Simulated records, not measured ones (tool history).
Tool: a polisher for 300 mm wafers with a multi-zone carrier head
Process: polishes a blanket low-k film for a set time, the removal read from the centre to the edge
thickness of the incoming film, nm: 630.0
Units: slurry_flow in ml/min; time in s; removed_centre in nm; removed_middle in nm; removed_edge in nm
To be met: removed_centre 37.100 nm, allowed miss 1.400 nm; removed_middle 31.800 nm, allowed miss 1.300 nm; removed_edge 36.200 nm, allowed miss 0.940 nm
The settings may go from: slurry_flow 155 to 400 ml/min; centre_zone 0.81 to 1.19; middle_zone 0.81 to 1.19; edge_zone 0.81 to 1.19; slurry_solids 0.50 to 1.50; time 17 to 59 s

run	hour	slurry_flow	centre_zone	middle_zone	edge_zone	slurry_solids	time	removed_centre	removed_middle	removed_edge
1	0.0	255	1.00	1.00	1.00	1.00	38	19.049	19.687	20.170
2	6.1	265	1.04	0.99	1.04	1.15	41	23.786	23.023	24.291
3	14.9	265	1.04	0.99	1.04	1.25	41	24.957	24.766	25.446
4	23.5	275	1.06	0.98	1.08	1.30	42	26.906	24.999	27.385
5	25.8	285	1.08	0.99	1.11	1.35	43	28.230	27.141	28.496
6	28.3	285	1.08	0.99	1.14	1.35	43	28.226	26.771	28.757
7	30.4	285	1.09	0.97	1.14	1.40	45	29.712	28.013	31.111
# hour 38.0: slurry nozzle cleaned
8	38.0	290	1.12	0.96	1.14	1.45	46	33.741	30.193	33.034
9	46.5	295	1.13	0.95	1.15	1.45	47	35.705	30.397	34.331
10	51.5	305	1.13	0.95	1.16	1.45	47	35.386	30.768	34.719
11	59.8	315	1.13	0.95	1.16	1.45	47	35.454	30.662	34.716
12	68.3	325	1.13	0.95	1.17	1.45	47	35.437	30.895	34.950
13	72.0	335	1.13	0.95	1.18	1.45	47	36.194	30.690	34.688

Which of these 4 next moves meets every target?
A	75.7	285	1.14	0.94	1.15	1.40	50	?	?	?
B	75.7	255	1.05	0.99	1.12	1.50	47	?	?	?
C	75.7	330	1.09	0.95	1.19	1.35	48	?	?	?
D	75.7	395	1.19	0.89	1.17	1.40	45	?	?	?

move	removed_centre	removed_middle	removed_edge
A	37.256	31.806	35.915
B	32.827	31.816	34.007
C	34.104	30.687	34.853
D	36.032	28.096	33.299
A: meets every target
B: further off than the last run
C: further off than the last run
D: further off than the last run
The right move is A.

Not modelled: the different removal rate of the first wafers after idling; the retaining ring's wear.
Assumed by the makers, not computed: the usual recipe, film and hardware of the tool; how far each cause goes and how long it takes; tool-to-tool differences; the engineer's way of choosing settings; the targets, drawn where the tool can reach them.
